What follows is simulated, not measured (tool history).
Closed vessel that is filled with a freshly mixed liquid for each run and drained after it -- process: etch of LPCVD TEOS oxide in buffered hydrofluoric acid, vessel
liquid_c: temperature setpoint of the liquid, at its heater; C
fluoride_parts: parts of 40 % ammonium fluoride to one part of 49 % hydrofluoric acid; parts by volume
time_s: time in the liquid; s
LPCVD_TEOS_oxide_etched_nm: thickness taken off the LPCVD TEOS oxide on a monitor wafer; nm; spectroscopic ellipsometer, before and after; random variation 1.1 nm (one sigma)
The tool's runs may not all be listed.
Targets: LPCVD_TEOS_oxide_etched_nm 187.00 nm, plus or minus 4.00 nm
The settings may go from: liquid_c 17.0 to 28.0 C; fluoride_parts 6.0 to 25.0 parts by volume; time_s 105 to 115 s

| run | hour | liquid_c | fluoride_parts | time_s | LPCVD_TEOS_oxide_etched_nm |
|---|---|---|---|---|---|
| 1 | 0.0 | 20.0 | 15.5 | 105 | 206.93 |
| 2 | 2.0 | 19.5 | 15.5 | 105 | 203.97 |
| 3 | 7.8 | 19.0 | 15.5 | 105 | 198.48 |
| 4 | 14.5 | 18.5 | 15.5 | 105 | 192.66 |
| 5 | 17.0 | 18.5 | 20.0 | 105 | 149.49 |
| 6 | 21.7 | 18.5 | 23.5 | 105 | 135.88 |
| 7 | 24.7 | 20.0 | 23.5 | 105 | 145.18 |
| 8 | 33.0 | 21.0 | 23.5 | 105 | 154.33 |
| 9 | 41.9 | 22.0 | 23.5 | 105 | 161.64 |
| 10 | 44.6 | 22.5 | 23.5 | 105 | 166.61 |
| 11 | 50.5 | 23.0 | 23.5 | 105 | 173.37 |
| 12 | 54.4 | 23.5 | 23.5 | 105 | 178.71 |
| 13 | 57.3 | 24.0 | 23.5 | 105 | 181.84 |

Which single option among these 4 for the next run brings every result within its allowed miss of target? Just one does.
| A | 60.2 | 25.0 | 24.0 | 110 | ? |
| B | 60.2 | 23.5 | 24.5 | 115 | ? |
| C | 60.2 | 22.5 | 24.0 | 110 | ? |
| D | 60.2 | 24.5 | 25.0 | 115 | ? |

| move | LPCVD_TEOS_oxide_etched_nm |
|---|---|
| A | 200.47 |
| B | 190.33 |
| C | 174.74 |
| D | 198.29 |
A: takes the result that was furthest off past its target
B: each result inside its tolerance
C: misses by more than the last run did
D: takes the result that was furthest off past its target
Correct choice: B, which meets every target
